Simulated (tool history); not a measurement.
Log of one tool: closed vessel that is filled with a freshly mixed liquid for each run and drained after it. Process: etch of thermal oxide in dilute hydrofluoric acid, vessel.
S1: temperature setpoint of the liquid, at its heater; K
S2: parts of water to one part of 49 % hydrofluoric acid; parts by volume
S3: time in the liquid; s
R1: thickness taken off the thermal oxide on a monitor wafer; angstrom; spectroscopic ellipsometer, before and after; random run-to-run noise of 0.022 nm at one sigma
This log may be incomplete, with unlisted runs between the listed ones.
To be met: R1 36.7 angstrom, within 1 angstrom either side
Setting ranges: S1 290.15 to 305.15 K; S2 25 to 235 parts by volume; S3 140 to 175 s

Run 1, hour 0: S1 297.15 K, S2 130 parts by volume, S3 175 s. Result: R1 65.609 angstrom.
Run 2, hour 1.2: S1 295.15 K, S2 140 parts by volume, S3 175 s. Result: R1 54.943 angstrom.
Run 3, hour 8.6: S1 295.15 K, S2 140 parts by volume, S3 175 s. Result: R1 56.195 angstrom.
Run 4, hour 12.7: S1 295.15 K, S2 105 parts by volume, S3 175 s. Result: R1 77.318 angstrom.
Run 5, hour 16.1: S1 293.65 K, S2 125 parts by volume, S3 175 s. Result: R1 59.549 angstrom.
Run 6, hour 19.5: S1 292.65 K, S2 135 parts by volume, S3 175 s. Result: R1 52.413 angstrom.
Run 7, hour 24.3: S1 292.65 K, S2 135 parts by volume, S3 175 s. Result: R1 52.552 angstrom.
Run 8, hour 32.8: S1 292.15 K, S2 145 parts by volume, S3 175 s. Result: R1 47.329 angstrom.
Run 9, hour 33.8: S1 291.65 K, S2 150 parts by volume, S3 175 s. Result: R1 44.248 angstrom.
Run 10, hour 34.8: S1 291.15 K, S2 155 parts by volume, S3 175 s. Result: R1 42.09 angstrom.
Run 11, hour 44.2: S1 290.65 K, S2 160 parts by volume, S3 175 s. Result: R1 39.837 angstrom.

Which of these 5 next moves meets every target?
Run A, hour 53.6: S1 290.65 K, S2 155 parts by volume, S3 155 s. Result: R1 ?.
Run B, hour 53.6: S1 291.15 K, S2 165 parts by volume, S3 155 s. Result: R1 ?.
Run C, hour 53.6: S1 290.15 K, S2 160 parts by volume, S3 175 s. Result: R1 ?.
Run D, hour 53.6: S1 290.15 K, S2 155 parts by volume, S3 170 s. Result: R1 ?.
Run E, hour 53.6: S1 290.65 K, S2 175 parts by volume, S3 170 s. Result: R1 ?.

move      R1
   A  36.598
   B  34.742
   C  39.033
   D  39.329
   E  34.874
A: hits every target within its allowed miss
B: pushes the last run's worst result past its target
C: nearer than the last run, and not there yet
D: nearer than the last run, and not there yet
E: pushes the last run's worst result past its target
The move that meets every target is A.

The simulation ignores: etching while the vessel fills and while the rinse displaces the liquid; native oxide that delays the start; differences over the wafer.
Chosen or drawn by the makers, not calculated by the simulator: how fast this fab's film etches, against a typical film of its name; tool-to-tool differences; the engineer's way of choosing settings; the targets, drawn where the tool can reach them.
